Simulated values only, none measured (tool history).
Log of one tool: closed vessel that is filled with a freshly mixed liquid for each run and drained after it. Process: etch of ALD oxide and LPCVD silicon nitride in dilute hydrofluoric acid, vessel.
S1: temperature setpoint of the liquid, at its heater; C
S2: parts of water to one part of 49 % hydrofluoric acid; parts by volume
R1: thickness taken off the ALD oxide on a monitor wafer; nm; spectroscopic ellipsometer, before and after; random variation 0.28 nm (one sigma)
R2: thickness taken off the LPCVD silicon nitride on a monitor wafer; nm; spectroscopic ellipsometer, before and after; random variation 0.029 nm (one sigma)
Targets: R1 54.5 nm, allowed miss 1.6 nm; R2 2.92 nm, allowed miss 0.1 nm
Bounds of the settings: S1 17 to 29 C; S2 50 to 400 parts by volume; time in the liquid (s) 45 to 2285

run 1 hour=0 | S1=21 S2=225 time_in_the_liquid_(s)=1165 | R1=48.094 R2=2.1928
run 2 hour=4 | S1=21 S2=225 time_in_the_liquid_(s)=1585 | R1=65.544 R2=2.9716
run 3 hour=13.5 | S1=23 S2=225 time_in_the_liquid_(s)=1585 | R1=71.19 R2=3.3844
run 4 hour=15.2 | S1=23.5 S2=240 time_in_the_liquid_(s)=1610 | R1=67.506 R2=3.3308
run 5 hour=19.5 | S1=23.5 S2=250 time_in_the_liquid_(s)=1630 | R1=65.88 R2=3.2096
run 6 hour=25.5 | S1=21 S2=250 time_in_the_liquid_(s)=1630 | R1=59.507 R2=2.705
run 7 hour=28.4 | S1=22 S2=260 time_in_the_liquid_(s)=1635 | R1=58.771 R2=2.8591
run 8 hour=31.7 | S1=22.5 S2=265 time_in_the_liquid_(s)=1650 | R1=58.704 R2=2.9336
run 9 hour=37.3 | S1=22.5 S2=270 time_in_the_liquid_(s)=1660 | R1=58.298 R2=2.8413
run 10 hour=39.2 | S1=23 S2=275 time_in_the_liquid_(s)=1670 | R1=58.199 R2=2.888
run 11 hour=45.7 | S1=25 S2=310 time_in_the_liquid_(s)=1725 | R1=55.378 R2=3.0743

5 next moves are on the table. One of them brings every result within its allowed miss. Which?
run A hour=52.2 | S1=22.5 S2=265 time_in_the_liquid_(s)=1645 | R1=? R2=?
run B hour=52.2 | S1=21 S2=255 time_in_the_liquid_(s)=1655 | R1=? R2=?
run C hour=52.2 | S1=24.5 S2=295 time_in_the_liquid_(s)=1640 | R1=? R2=?
run D hour=52.2 | S1=27 S2=330 time_in_the_liquid_(s)=1760 | R1=? R2=?
run E hour=52.2 | S1=23 S2=285 time_in_the_liquid_(s)=1785 | R1=? R2=?

move=A R1=59.252 R2=2.8309
move=B R1=59.212 R2=2.6897
move=C R1=55.304 R2=2.8724
move=D R1=55.742 R2=3.1986
move=E R1=59.695 R2=2.9503
A: brings the result that was furthest off to its target, and leaves another outside
B: takes the result that was furthest off past its target
C: meets every target
D: further off than the last run
E: brings the result that was furthest off to its target, and leaves another outside
Answer: C
